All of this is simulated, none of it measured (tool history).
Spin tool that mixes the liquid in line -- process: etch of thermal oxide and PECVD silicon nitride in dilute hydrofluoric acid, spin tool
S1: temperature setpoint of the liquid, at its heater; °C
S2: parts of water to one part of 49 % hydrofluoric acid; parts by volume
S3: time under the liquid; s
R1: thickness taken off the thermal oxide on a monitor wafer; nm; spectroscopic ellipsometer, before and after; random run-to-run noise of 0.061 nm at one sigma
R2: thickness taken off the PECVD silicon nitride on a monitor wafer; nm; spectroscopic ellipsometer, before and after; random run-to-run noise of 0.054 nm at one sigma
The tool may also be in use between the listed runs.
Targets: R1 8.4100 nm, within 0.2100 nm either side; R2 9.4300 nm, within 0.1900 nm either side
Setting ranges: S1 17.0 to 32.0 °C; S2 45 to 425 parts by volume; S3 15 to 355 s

| run | hour | S1 | S2 | S3 | R1 | R2 |
|---|---|---|---|---|---|---|
| 1 | 0.0 | 24.0 | 235 | 180 | 3.3512 | 4.5552 |
| 2 | 3.1 | 24.5 | 180 | 175 | 4.5289 | 5.9830 |
| 3 | 9.8 | 24.5 | 180 | 240 | 6.2697 | 8.2326 |
| 4 | 14.2 | 24.5 | 180 | 190 | 4.9408 | 6.4448 |
| 5 | 19.6 | 24.5 | 210 | 190 | 4.0907 | 5.5857 |
| 6 | 27.3 | 27.0 | 210 | 190 | 4.4981 | 6.5128 |
| 7 | 35.5 | 26.0 | 165 | 180 | 5.5139 | 7.3407 |
| 8 | 38.9 | 25.5 | 135 | 170 | 6.4413 | 8.3303 |
| 9 | 43.1 | 24.5 | 115 | 165 | 7.2804 | 8.7296 |
| 10 | 49.0 | 24.5 | 115 | 165 | 7.2156 | 8.7574 |
| 11 | 50.1 | 23.5 | 60 | 150 | 13.2000 | 14.1680 |
| 12 | 59.0 | 23.5 | 75 | 150 | 10.1640 | 11.4920 |
| 13 | 63.9 | 23.0 | 80 | 150 | 9.2982 | 10.3250 |
| 14 | 70.5 | 23.0 | 85 | 150 | 8.6184 | 9.7004 |

Exercise: of the 4 proposed moves below, exactly one satisfies all targets within the stated allowed misses. Which move is it?
| A | 77.1 | 23.0 | 95 | 155 | ? | ? |
| B | 77.1 | 24.0 | 105 | 180 | ? | ? |
| C | 77.1 | 24.0 | 90 | 150 | ? | ? |
| D | 77.1 | 22.0 | 105 | 190 | ? | ? |

| move | R1 | R2 |
|---|---|---|
| A | 7.9729 | 8.9315 |
| B | 8.6120 | 10.0410 |
| C | 8.5291 | 9.7420 |
| D | 8.3943 | 9.2822 |
A: the result that was furthest off in the last run now lies on the other side of its target
B: further off than the last run
C: further off than the last run
D: every result lands within tolerance
Answer: D
